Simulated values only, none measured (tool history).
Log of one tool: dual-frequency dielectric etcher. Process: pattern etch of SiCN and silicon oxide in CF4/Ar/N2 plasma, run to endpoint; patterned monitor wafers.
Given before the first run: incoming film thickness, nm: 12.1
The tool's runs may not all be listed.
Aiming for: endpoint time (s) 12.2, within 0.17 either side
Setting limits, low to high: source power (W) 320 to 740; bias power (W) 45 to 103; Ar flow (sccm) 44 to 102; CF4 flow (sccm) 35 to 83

run    day  source power (W)  bias power (W)  Ar flow (sccm)  CF4 flow (sccm)  endpoint time (s)
  1      0               530              74              73               59             10.952
  2  0.171               530              74              73               65             10.689
  3  0.488               510              74              73               65             11.073
  4  0.538               510              74              81               65             11.287
  5  0.821               510              74              81               70             11.145
  6  0.954               500              74              81               70             11.307
  7  1.017               490              74              81               70             11.385
  8  1.388               480              74              81               70             11.678

Of the 4 settings listed for the next run, only one would bring every result within its allowed miss of target. Which one?
  A  1.758               470              64              70               75                  ?
  B  1.758               440              80              80               73                  ?
  C  1.758               470              73              89               75                  ?
  D  1.758               490              70              91               71                  ?

move  endpoint time (s)
   A             11.864
   B             12.211
   C             11.992
   D             11.838
A: moves toward the targets from the last run without getting all of them in spec
B: in spec on every target
C: moves toward the targets from the last run without getting all of them in spec
D: moves toward the targets from the last run without getting all of them in spec
Go with B: it meets all targets.

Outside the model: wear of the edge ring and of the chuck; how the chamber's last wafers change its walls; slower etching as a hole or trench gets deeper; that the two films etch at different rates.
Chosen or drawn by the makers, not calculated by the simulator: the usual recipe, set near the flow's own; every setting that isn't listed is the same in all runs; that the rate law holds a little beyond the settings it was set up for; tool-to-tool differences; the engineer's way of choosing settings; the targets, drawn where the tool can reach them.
